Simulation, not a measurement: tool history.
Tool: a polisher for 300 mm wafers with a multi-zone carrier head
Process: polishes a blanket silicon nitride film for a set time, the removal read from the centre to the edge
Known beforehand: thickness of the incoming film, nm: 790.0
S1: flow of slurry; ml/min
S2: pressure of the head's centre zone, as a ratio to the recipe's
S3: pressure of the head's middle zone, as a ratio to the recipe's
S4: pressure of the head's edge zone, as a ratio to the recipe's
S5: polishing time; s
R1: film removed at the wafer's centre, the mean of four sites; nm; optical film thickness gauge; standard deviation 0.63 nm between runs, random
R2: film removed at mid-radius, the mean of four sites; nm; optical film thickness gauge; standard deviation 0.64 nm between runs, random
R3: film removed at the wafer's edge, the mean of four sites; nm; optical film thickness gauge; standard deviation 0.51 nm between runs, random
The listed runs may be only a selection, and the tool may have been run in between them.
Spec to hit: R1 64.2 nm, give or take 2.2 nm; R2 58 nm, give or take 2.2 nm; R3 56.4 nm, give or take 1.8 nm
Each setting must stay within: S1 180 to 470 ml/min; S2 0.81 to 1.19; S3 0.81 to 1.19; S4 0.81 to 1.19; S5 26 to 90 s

{"run": 1, "hour": 0.0, "S1": 300, "S2": 1, "S3": 1, "S4": 1, "S5": 58, "R1": 90.477, "R2": 91.948, "R3": 89.076}
{"run": 2, "hour": 5.9, "S1": 335, "S2": 1, "S3": 1, "S4": 1, "S5": 58, "R1": 93.164, "R2": 94.619, "R3": 91.118}
{"run": 3, "hour": 9.9, "S1": 300, "S2": 1, "S3": 1, "S4": 1, "S5": 58, "R1": 93.35, "R2": 92.954, "R3": 91.527}
{"run": 4, "hour": 17.9, "S1": 300, "S2": 1, "S3": 0.94, "S4": 1, "S5": 58, "R1": 91.925, "R2": 89.754, "R3": 90.165}
{"run": 5, "hour": 19.1, "S1": 300, "S2": 1, "S3": 0.94, "S4": 1.06, "S5": 58, "R1": 92.716, "R2": 88.986, "R3": 91.181}
{"run": 6, "hour": 21.1, "S1": 300, "S2": 1, "S3": 0.94, "S4": 1.06, "S5": 67, "R1": 107.26, "R2": 102.15, "R3": 106.55}
{"run": 7, "hour": 24.4, "S1": 300, "S2": 1.01, "S3": 0.93, "S4": 1.04, "S5": 60, "R1": 96.517, "R2": 90.923, "R3": 95.869}
{"run": 8, "hour": 26.2, "S1": 300, "S2": 1.03, "S3": 0.95, "S4": 1.01, "S5": 54, "R1": 87.925, "R2": 82.387, "R3": 84.127}
{"run": 9, "hour": 33.9, "S1": 300, "S2": 1.04, "S3": 0.96, "S4": 0.99, "S5": 50, "R1": 82.903, "R2": 78.632, "R3": 77.41}
{"run": 10, "hour": 39.5, "S1": 295, "S2": 1.05, "S3": 0.95, "S4": 0.98, "S5": 47, "R1": 78.177, "R2": 73.121, "R3": 70.898}
{"hour": 46.6, "done": "worn pad replaced by a new one"}
{"run": 11, "hour": 46.6, "S1": 285, "S2": 1.05, "S3": 0.93, "S4": 0.96, "S5": 45, "R1": 79.946, "R2": 75.804, "R3": 74.448}
{"run": 12, "hour": 54.3, "S1": 290, "S2": 1.06, "S3": 0.95, "S4": 0.99, "S5": 44, "R1": 81.135, "R2": 74.04, "R3": 73.24}
{"run": 13, "hour": 56.4, "S1": 290, "S2": 1.06, "S3": 0.93, "S4": 0.97, "S5": 41, "R1": 76.375, "R2": 69.906, "R3": 67.769}
{"run": 14, "hour": 59.1, "S1": 290, "S2": 1.06, "S3": 0.92, "S4": 0.97, "S5": 39, "R1": 71.314, "R2": 65.615, "R3": 63.786}
{"run": 15, "hour": 62.4, "S1": 300, "S2": 1.06, "S3": 0.91, "S4": 0.97, "S5": 38, "R1": 70.951, "R2": 62.789, "R3": 62.41}
{"run": 16, "hour": 65.5, "S1": 315, "S2": 1.05, "S3": 0.91, "S4": 0.96, "S5": 38, "R1": 69.372, "R2": 64.339, "R3": 63.634}
{"run": 17, "hour": 71.4, "S1": 315, "S2": 1.06, "S3": 0.91, "S4": 0.96, "S5": 37, "R1": 68.231, "R2": 60.8, "R3": 61.472}
{"run": 18, "hour": 77.7, "S1": 315, "S2": 1.06, "S3": 0.91, "S4": 0.96, "S5": 37, "R1": 68.557, "R2": 60.587, "R3": 62.093}

Consider the 4 candidate settings below. Which is the only one whose results all fall within their allowed miss of target?
{"run": "A", "hour": 84.0, "S1": 250, "S2": 1.06, "S3": 0.91, "S4": 0.91, "S5": 35, "R1": "?", "R2": "?", "R3": "?"}
{"run": "B", "hour": 84.0, "S1": 275, "S2": 1.14, "S3": 1.07, "S4": 0.91, "S5": 35, "R1": "?", "R2": "?", "R3": "?"}
{"run": "C", "hour": 84.0, "S1": 410, "S2": 1.17, "S3": 0.93, "S4": 1.07, "S5": 34, "R1": "?", "R2": "?", "R3": "?"}
{"run": "D", "hour": 84.0, "S1": 365, "S2": 1.09, "S3": 0.85, "S4": 0.98, "S5": 33, "R1": "?", "R2": "?", "R3": "?"}

move=A R1=63.521 R2=57.159 R3=55.679
move=B R1=68.984 R2=63.69 R3=55.911
move=C R1=70.895 R2=58.258 R3=60.06
move=D R1=63.52 R2=53.208 R3=55.566
A: hits every target within its allowed miss
B: the worst result of the last run now meets its target, but another is out of spec
C: as far off as the last run
D: the worst result of the last run now meets its target, but another is out of spec
Answer: A
